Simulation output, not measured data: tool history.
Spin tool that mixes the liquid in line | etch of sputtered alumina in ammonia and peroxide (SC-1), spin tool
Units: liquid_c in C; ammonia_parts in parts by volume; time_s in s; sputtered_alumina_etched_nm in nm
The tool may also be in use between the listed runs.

run  hour  liquid_c  ammonia_parts  time_s  sputtered_alumina_etched_nm
  1   0.0      53.0           0.85     230                      13.3540
  2   2.8      47.5           0.85     230                      10.0010
  3   9.7      51.5           0.85     230                      12.1840
  4  14.9      51.5           1.10     230                      12.3920
  5  23.0      50.0           1.10     230                      11.4990
  6  27.7      45.5           1.10     230                       9.0161

Expected results for the next run?
  7  30.6      45.0           1.10     230                            ?

{"run 7": {"sputtered_alumina_etched_nm": 8.6942}}
